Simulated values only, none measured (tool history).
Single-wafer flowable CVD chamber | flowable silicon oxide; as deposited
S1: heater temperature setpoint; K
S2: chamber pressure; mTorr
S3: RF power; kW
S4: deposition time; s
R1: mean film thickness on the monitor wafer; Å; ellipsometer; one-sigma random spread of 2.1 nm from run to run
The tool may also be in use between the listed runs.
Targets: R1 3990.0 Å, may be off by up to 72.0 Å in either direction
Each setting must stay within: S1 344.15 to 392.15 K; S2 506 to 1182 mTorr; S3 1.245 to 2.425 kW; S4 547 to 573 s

run	hour	S1	S2	S3	S4	R1
1	0.0	368.15	844	1.835	573	4447.7
2	9.2	368.15	982	1.835	573	5097.3
3	14.4	370.15	982	1.835	573	4776.1
4	17.7	370.15	1109	1.835	573	5403.5
5	20.2	363.15	1109	1.835	573	6858.7
6	26.0	354.15	1109	1.835	573	9166.5
7	29.7	362.15	1108	1.835	573	7059.6
8	33.9	362.15	1108	1.835	573	7032.0
9	37.3	367.15	1107	1.835	573	5912.0
10	38.4	371.15	1106	1.835	573	5204.2
11	44.7	373.15	1106	1.835	573	4877.4
12	51.7	375.15	1106	1.835	573	4514.1

Which of these 4 next moves meets every target?
A	58.7	378.15	1105	1.715	547	?
B	58.7	380.15	1139	1.910	550	?
C	58.7	372.15	964	1.845	547	?
D	58.7	376.15	1064	1.730	551	?

move	R1
A	3872.4
B	3845.9
C	4266.3
D	4039.4
A: the result that was furthest off in the last run now lies on the other side of its target
B: the result that was furthest off in the last run now lies on the other side of its target
C: better than the last run, though not everything is in spec
D: hits every target within its allowed miss
D meets every target.

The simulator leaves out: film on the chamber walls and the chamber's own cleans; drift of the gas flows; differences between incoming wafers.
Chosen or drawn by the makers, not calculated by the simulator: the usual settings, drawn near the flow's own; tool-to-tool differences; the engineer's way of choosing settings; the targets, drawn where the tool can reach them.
